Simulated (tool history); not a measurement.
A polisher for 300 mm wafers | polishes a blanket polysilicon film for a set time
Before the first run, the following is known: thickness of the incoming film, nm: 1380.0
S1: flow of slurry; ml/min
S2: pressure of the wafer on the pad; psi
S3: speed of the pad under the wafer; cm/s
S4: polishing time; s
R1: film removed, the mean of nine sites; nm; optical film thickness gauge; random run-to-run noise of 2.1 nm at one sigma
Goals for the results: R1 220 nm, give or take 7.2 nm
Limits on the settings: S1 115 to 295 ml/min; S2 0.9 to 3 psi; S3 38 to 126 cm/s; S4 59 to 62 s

{"run": 1, "hour": 0.0, "S1": 190, "S2": 1.9, "S3": 82, "S4": 59, "R1": 249.88}
{"run": 2, "hour": 4.7, "S1": 230, "S2": 1.9, "S3": 82, "S4": 59, "R1": 255.8}
{"run": 3, "hour": 9.4, "S1": 230, "S2": 1.8, "S3": 82, "S4": 59, "R1": 244.87}
{"run": 4, "hour": 10.7, "S1": 230, "S2": 1.8, "S3": 98, "S4": 59, "R1": 288.99}
{"run": 5, "hour": 15.9, "S1": 225, "S2": 1.7, "S3": 98, "S4": 59, "R1": 276.01}
{"run": 6, "hour": 22.9, "S1": 225, "S2": 1.6, "S3": 98, "S4": 59, "R1": 261.76}
{"run": 7, "hour": 25.7, "S1": 225, "S2": 1.5, "S3": 98, "S4": 59, "R1": 244.91}
{"run": 8, "hour": 28.5, "S1": 210, "S2": 1.3, "S3": 98, "S4": 59, "R1": 210.14}

Consider the 5 candidate settings below. Which is the only one whose results all fall within their allowed miss of target?
{"run": "A", "hour": 31.3, "S1": 225, "S2": 1.3, "S3": 86, "S4": 62, "R1": "?"}
{"run": "B", "hour": 31.3, "S1": 200, "S2": 1.2, "S3": 100, "S4": 60, "R1": "?"}
{"run": "C", "hour": 31.3, "S1": 125, "S2": 1.3, "S3": 106, "S4": 59, "R1": "?"}
{"run": "D", "hour": 31.3, "S1": 230, "S2": 1.5, "S3": 86, "S4": 61, "R1": "?"}
{"run": "E", "hour": 31.3, "S1": 195, "S2": 1.3, "S3": 94, "S4": 59, "R1": "?"}

move=A R1=197.41
move=B R1=200.34
move=C R1=199.9
move=D R1=223.71
move=E R1=199.17
A: lands further from the targets than the last run did
B: lands further from the targets than the last run did
C: lands further from the targets than the last run did
D: meets every target
E: lands further from the targets than the last run did
So the answer is move D, the one that meets all the targets.
